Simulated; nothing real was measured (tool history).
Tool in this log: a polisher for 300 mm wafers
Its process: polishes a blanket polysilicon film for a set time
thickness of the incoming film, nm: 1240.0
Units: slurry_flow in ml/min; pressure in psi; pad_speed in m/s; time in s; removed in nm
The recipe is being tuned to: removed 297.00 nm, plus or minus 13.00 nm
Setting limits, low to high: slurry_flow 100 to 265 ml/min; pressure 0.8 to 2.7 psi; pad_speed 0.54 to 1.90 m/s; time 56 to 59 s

{"run": 1, "hour": 0.0, "slurry_flow": 170, "pressure": 1.7, "pad_speed": 1.22, "time": 56, "removed": 352.25}
{"run": 2, "hour": 3.4, "slurry_flow": 170, "pressure": 1.7, "pad_speed": 1.48, "time": 56, "removed": 431.85}
{"run": 3, "hour": 11.9, "slurry_flow": 170, "pressure": 2.1, "pad_speed": 1.48, "time": 56, "removed": 513.17}
{"run": 4, "hour": 17.0, "slurry_flow": 170, "pressure": 2.0, "pad_speed": 1.46, "time": 56, "removed": 502.08}
{"run": 5, "hour": 20.0, "slurry_flow": 195, "pressure": 2.0, "pad_speed": 1.46, "time": 56, "removed": 503.38}
{"run": 6, "hour": 20.7, "slurry_flow": 195, "pressure": 1.9, "pad_speed": 1.46, "time": 56, "removed": 484.59}
{"run": 7, "hour": 21.3, "slurry_flow": 190, "pressure": 1.8, "pad_speed": 1.46, "time": 56, "removed": 455.66}
{"run": 8, "hour": 23.4, "slurry_flow": 190, "pressure": 1.7, "pad_speed": 1.46, "time": 56, "removed": 427.45}
{"run": 9, "hour": 29.5, "slurry_flow": 190, "pressure": 1.6, "pad_speed": 1.46, "time": 56, "removed": 393.27}
{"run": 10, "hour": 35.0, "slurry_flow": 190, "pressure": 1.6, "pad_speed": 1.46, "time": 56, "removed": 397.79}
{"run": 11, "hour": 43.2, "slurry_flow": 190, "pressure": 1.5, "pad_speed": 1.46, "time": 56, "removed": 378.11}
{"run": 12, "hour": 51.3, "slurry_flow": 185, "pressure": 1.0, "pad_speed": 1.44, "time": 56, "removed": 259.27}
{"run": 13, "hour": 54.5, "slurry_flow": 185, "pressure": 1.1, "pad_speed": 1.44, "time": 56, "removed": 281.28}

Of the 5 settings listed for the next run, only one would bring every result within its allowed miss of target. Which one?
{"run": "A", "hour": 57.7, "slurry_flow": 195, "pressure": 1.1, "pad_speed": 1.38, "time": 56, "removed": "?"}
{"run": "B", "hour": 57.7, "slurry_flow": 215, "pressure": 1.0, "pad_speed": 1.74, "time": 58, "removed": "?"}
{"run": "C", "hour": 57.7, "slurry_flow": 180, "pressure": 1.0, "pad_speed": 1.46, "time": 56, "removed": "?"}
{"run": "D", "hour": 57.7, "slurry_flow": 215, "pressure": 1.2, "pad_speed": 1.28, "time": 59, "removed": "?"}
{"run": "E", "hour": 57.7, "slurry_flow": 195, "pressure": 1.1, "pad_speed": 1.38, "time": 57, "removed": "?"}

move=A removed=270.07
move=B removed=326.05
move=C removed=258.53
move=D removed=290.22
move=E removed=274.89
A: its largest miss is bigger than the last run's
B: pushes the last run's worst result past its target
C: its largest miss is bigger than the last run's
D: each result inside its tolerance
E: its largest miss is bigger than the last run's
Answer: D
